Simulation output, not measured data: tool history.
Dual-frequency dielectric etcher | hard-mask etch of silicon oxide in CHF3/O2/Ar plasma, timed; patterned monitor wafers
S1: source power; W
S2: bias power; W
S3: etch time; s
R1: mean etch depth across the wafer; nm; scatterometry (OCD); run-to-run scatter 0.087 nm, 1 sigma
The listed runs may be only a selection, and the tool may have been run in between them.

run,hour,S1,S2,S3,R1
1,0,680,119,18,34.681
2,2.5,680,133,18,35.709
3,5.1,680,150,18,37.167
4,7.6,680,150,18,37.118
5,8.3,700,150,18,37.694
6,16.1,710,150,18,37.935
7,24.9,720,150,18,38.234

What does the tool deliver on the next run?
8,30.6,730,150,18,?

R1: 38.577 nm
